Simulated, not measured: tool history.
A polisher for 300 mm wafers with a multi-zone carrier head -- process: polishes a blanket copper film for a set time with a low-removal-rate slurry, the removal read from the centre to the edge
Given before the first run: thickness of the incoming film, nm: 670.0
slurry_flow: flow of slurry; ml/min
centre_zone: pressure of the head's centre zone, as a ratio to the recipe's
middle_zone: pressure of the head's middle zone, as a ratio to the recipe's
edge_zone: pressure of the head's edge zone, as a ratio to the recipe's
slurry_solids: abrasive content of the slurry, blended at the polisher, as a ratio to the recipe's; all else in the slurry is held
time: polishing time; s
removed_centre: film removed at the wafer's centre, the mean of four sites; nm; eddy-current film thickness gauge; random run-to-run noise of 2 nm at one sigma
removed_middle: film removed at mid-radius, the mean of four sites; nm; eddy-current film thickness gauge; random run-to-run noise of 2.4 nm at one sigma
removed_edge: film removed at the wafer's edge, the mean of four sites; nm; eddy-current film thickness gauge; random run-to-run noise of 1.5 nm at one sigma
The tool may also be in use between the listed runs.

{"run": 1, "hour": 0.0, "slurry_flow": 305, "centre_zone": 1.0, "middle_zone": 1.0, "edge_zone": 1.0, "slurry_solids": 1.0, "time": 36, "removed_centre": 155.88, "removed_middle": 164.0, "removed_edge": 160.15}
{"run": 2, "hour": 5.2, "slurry_flow": 330, "centre_zone": 1.0, "middle_zone": 1.0, "edge_zone": 1.0, "slurry_solids": 1.0, "time": 36, "removed_centre": 160.21, "removed_middle": 163.84, "removed_edge": 161.77}
{"run": 3, "hour": 11.7, "slurry_flow": 330, "centre_zone": 1.0, "middle_zone": 1.07, "edge_zone": 1.0, "slurry_solids": 1.0, "time": 36, "removed_centre": 159.72, "removed_middle": 175.5, "removed_edge": 159.27}
{"run": 4, "hour": 19.4, "slurry_flow": 335, "centre_zone": 1.02, "middle_zone": 1.02, "edge_zone": 1.05, "slurry_solids": 1.15, "time": 37, "removed_centre": 174.67, "removed_middle": 178.07, "removed_edge": 177.58}
{"run": 5, "hour": 27.6, "slurry_flow": 335, "centre_zone": 1.02, "middle_zone": 1.02, "edge_zone": 1.09, "slurry_solids": 1.15, "time": 37, "removed_centre": 173.19, "removed_middle": 178.53, "removed_edge": 180.56}
{"run": 6, "hour": 32.0, "slurry_flow": 345, "centre_zone": 1.04, "middle_zone": 0.99, "edge_zone": 1.12, "slurry_solids": 1.25, "time": 37, "removed_centre": 181.45, "removed_middle": 183.88, "removed_edge": 183.63}
{"run": 7, "hour": 32.6, "slurry_flow": 300, "centre_zone": 1.05, "middle_zone": 0.93, "edge_zone": 1.14, "slurry_solids": 1.25, "time": 39, "removed_centre": 189.2, "removed_middle": 178.26, "removed_edge": 197.56}
{"run": 8, "hour": 34.7, "slurry_flow": 300, "centre_zone": 1.05, "middle_zone": 0.93, "edge_zone": 1.14, "slurry_solids": 1.25, "time": 39, "removed_centre": 195.49, "removed_middle": 179.0, "removed_edge": 195.98}
{"run": 9, "hour": 40.8, "slurry_flow": 295, "centre_zone": 1.05, "middle_zone": 0.91, "edge_zone": 1.16, "slurry_solids": 1.3, "time": 39, "removed_centre": 194.85, "removed_middle": 174.65, "removed_edge": 200.18}
{"run": 10, "hour": 48.4, "slurry_flow": 300, "centre_zone": 1.05, "middle_zone": 0.9, "edge_zone": 1.17, "slurry_solids": 1.35, "time": 39, "removed_centre": 198.78, "removed_middle": 173.1, "removed_edge": 203.4}
{"run": 11, "hour": 51.0, "slurry_flow": 305, "centre_zone": 1.05, "middle_zone": 0.91, "edge_zone": 1.18, "slurry_solids": 1.4, "time": 39, "removed_centre": 200.91, "removed_middle": 178.74, "removed_edge": 206.24}
{"run": 12, "hour": 59.8, "slurry_flow": 305, "centre_zone": 1.05, "middle_zone": 0.91, "edge_zone": 1.18, "slurry_solids": 1.45, "time": 39, "removed_centre": 205.37, "removed_middle": 181.71, "removed_edge": 210.24}

Predict the results of run 13:
{"run": 13, "hour": 61.4, "slurry_flow": 305, "centre_zone": 1.05, "middle_zone": 0.9, "edge_zone": 1.19, "slurry_solids": 1.5, "time": 39, "removed_centre": "?", "removed_middle": "?", "removed_edge": "?"}

{"run 13": {"removed_centre": 203.87, "removed_middle": 182.36, "removed_edge": 213.1}}
